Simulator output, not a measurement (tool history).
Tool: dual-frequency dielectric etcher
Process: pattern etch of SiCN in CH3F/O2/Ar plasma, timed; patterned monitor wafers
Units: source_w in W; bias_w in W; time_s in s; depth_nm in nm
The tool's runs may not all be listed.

run  hour  source_w  bias_w  time_s  depth_nm
  1   0.0       510      84    61.5    28.253
  2   8.5       510      74    61.5    25.799
  3  14.4       510      74    57.0    24.180
  4  23.3       510      83    57.0    25.559
  5  31.3       510      95    57.0    27.958
  6  36.7       550      98    57.0    28.555
  7  42.3       560     103    57.5    29.958
  8  45.6       570     106    58.0    30.946
  9  52.4       570     106    58.0    31.059
 10  57.9       590     107    58.0    31.255
 11  64.1       600     109    58.0    31.536
 12  70.3       600     111    58.0    32.177
 13  77.3       610     112    58.0    32.275

Run 14 comes next. What will it give?
 14  85.6       620     113    58.0         ?

depth_nm: 32.452 nm
